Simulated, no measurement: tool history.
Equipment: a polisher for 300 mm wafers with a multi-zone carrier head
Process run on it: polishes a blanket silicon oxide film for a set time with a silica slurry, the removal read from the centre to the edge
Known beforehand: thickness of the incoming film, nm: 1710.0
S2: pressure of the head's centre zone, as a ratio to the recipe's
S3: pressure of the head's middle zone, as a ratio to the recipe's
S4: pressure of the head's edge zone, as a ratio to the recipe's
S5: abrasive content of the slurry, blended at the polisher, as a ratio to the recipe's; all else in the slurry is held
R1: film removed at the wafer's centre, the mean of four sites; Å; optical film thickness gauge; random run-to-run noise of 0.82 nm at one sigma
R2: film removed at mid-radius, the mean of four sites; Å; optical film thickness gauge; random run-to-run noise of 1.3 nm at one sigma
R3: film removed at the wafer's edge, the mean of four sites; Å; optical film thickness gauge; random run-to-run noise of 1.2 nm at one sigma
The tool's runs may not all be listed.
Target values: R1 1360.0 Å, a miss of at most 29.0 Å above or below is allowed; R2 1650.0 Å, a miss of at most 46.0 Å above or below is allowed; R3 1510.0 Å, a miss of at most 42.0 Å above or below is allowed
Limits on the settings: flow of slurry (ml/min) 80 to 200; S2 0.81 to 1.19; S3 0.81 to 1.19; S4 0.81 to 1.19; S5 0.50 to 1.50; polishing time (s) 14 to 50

Run 1, hour 0.0: flow of slurry (ml/min) 130, S2 1.00, S3 1.00, S4 1.00, S5 1.00, polishing time (s) 32. Result: R1 1174.5 Å, R2 1162.1 Å, R3 1207.4 Å.
Run 2, hour 7.0: flow of slurry (ml/min) 130, S2 0.96, S3 1.00, S4 1.00, S5 1.00, polishing time (s) 32. Result: R1 1128.2 Å, R2 1165.2 Å, R3 1199.9 Å.
Run 3, hour 9.3: flow of slurry (ml/min) 130, S2 0.96, S3 0.94, S4 1.00, S5 1.00, polishing time (s) 32. Result: R1 1136.7 Å, R2 1130.2 Å, R3 1216.7 Å.
Run 4, hour 17.0: flow of slurry (ml/min) 130, S2 1.03, S3 0.94, S4 1.00, S5 1.00, polishing time (s) 32. Result: R1 1202.8 Å, R2 1124.7 Å, R3 1228.7 Å.
Run 5, hour 17.7: flow of slurry (ml/min) 130, S2 1.03, S3 0.94, S4 1.00, S5 0.85, polishing time (s) 32. Result: R1 1107.3 Å, R2 1039.1 Å, R3 1132.5 Å.
Run 6, hour 25.9: flow of slurry (ml/min) 130, S2 1.03, S3 0.94, S4 1.00, S5 0.85, polishing time (s) 38. Result: R1 1319.5 Å, R2 1226.3 Å, R3 1354.6 Å.
Run 7, hour 28.9: flow of slurry (ml/min) 145, S2 1.00, S3 1.00, S4 1.02, S5 0.85, polishing time (s) 38. Result: R1 1320.5 Å, R2 1303.8 Å, R3 1379.6 Å.
Run 8, hour 37.0: flow of slurry (ml/min) 155, S2 0.97, S3 1.04, S4 1.03, S5 0.85, polishing time (s) 38. Result: R1 1316.4 Å, R2 1359.9 Å, R3 1394.5 Å.
Run 9, hour 40.1: flow of slurry (ml/min) 165, S2 0.95, S3 1.07, S4 1.04, S5 0.85, polishing time (s) 38. Result: R1 1308.7 Å, R2 1415.9 Å, R3 1397.9 Å.
Run 10, hour 47.4: flow of slurry (ml/min) 170, S2 0.94, S3 1.10, S4 1.06, S5 0.85, polishing time (s) 38. Result: R1 1304.4 Å, R2 1424.7 Å, R3 1399.9 Å.
Run 11, hour 50.6: flow of slurry (ml/min) 175, S2 0.92, S3 1.12, S4 1.06, S5 0.90, polishing time (s) 38. Result: R1 1312.4 Å, R2 1508.1 Å, R3 1477.2 Å.
Run 12, hour 59.0: flow of slurry (ml/min) 180, S2 0.92, S3 1.14, S4 1.05, S5 0.90, polishing time (s) 38. Result: R1 1334.8 Å, R2 1546.0 Å, R3 1465.5 Å.
Run 13, hour 64.0: flow of slurry (ml/min) 180, S2 0.92, S3 1.14, S4 1.05, S5 0.90, polishing time (s) 38. Result: R1 1341.5 Å, R2 1508.1 Å, R3 1477.7 Å.
Run 14, hour 65.9: flow of slurry (ml/min) 175, S2 0.90, S3 1.15, S4 1.01, S5 0.90, polishing time (s) 38. Result: R1 1316.3 Å, R2 1534.5 Å, R3 1450.5 Å.
Run 15, hour 66.7: flow of slurry (ml/min) 180, S2 0.89, S3 1.16, S4 1.01, S5 0.90, polishing time (s) 38. Result: R1 1309.4 Å, R2 1545.7 Å, R3 1440.1 Å.
Run 16, hour 74.0: flow of slurry (ml/min) 185, S2 0.89, S3 1.17, S4 1.01, S5 0.90, polishing time (s) 38. Result: R1 1320.4 Å, R2 1535.1 Å, R3 1428.9 Å.
Run 17, hour 77.7: flow of slurry (ml/min) 180, S2 0.89, S3 1.17, S4 1.01, S5 0.95, polishing time (s) 38. Result: R1 1319.1 Å, R2 1569.3 Å, R3 1483.3 Å.

4 candidate next runs follow, results not yet known. Just one meets every target within its allowed miss. Identify it.
Run A, hour 81.4: flow of slurry (ml/min) 170, S2 0.82, S3 1.09, S4 0.98, S5 1.05, polishing time (s) 40. Result: R1 ?, R2 ?, R3 ?.
Run B, hour 81.4: flow of slurry (ml/min) 145, S2 0.85, S3 1.13, S4 1.07, S5 1.05, polishing time (s) 40. Result: R1 ?, R2 ?, R3 ?.
Run C, hour 81.4: flow of slurry (ml/min) 180, S2 0.84, S3 1.12, S4 0.91, S5 1.25, polishing time (s) 36. Result: R1 ?, R2 ?, R3 ?.
Run D, hour 81.4: flow of slurry (ml/min) 175, S2 0.82, S3 1.09, S4 1.04, S5 1.10, polishing time (s) 39. Result: R1 ?, R2 ?, R3 ?.

move      R1      R2      R3
   A  1364.3  1649.6  1624.7
   B  1355.2  1639.3  1658.2
   C  1360.1  1642.6  1530.6
   D  1365.1  1649.4  1669.4
A: puts the biggest miss on target and leaves a different result outside tolerance
B: puts the biggest miss on target and leaves a different result outside tolerance
C: hits every target within its allowed miss
D: puts the biggest miss on target and leaves a different result outside tolerance
The right move is C.
